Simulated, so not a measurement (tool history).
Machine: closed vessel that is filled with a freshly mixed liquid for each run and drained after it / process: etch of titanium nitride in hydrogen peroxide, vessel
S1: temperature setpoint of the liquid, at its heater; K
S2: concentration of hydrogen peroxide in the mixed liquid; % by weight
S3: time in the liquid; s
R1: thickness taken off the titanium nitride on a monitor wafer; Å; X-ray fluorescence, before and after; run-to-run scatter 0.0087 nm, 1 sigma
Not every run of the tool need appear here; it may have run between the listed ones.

run 1 hour=0.0 | S1=323.15 S2=22.5 S3=30 | R1=22.831
run 2 hour=4.4 | S1=322.65 S2=22.5 S3=30 | R1=22.043
run 3 hour=8.7 | S1=322.65 S2=20.5 S3=30 | R1=21.270
run 4 hour=11.7 | S1=322.65 S2=16.0 S3=30 | R1=20.405
run 5 hour=12.9 | S1=322.15 S2=16.0 S3=30 | R1=19.669
run 6 hour=16.3 | S1=322.15 S2=16.0 S3=30 | R1=19.660
run 7 hour=19.6 | S1=322.15 S2=16.0 S3=30 | R1=19.743

Forecast run 8:
run 8 hour=22.1 | S1=321.15 S2=16.0 S3=30 | R1=?

R1: 18.249 Å
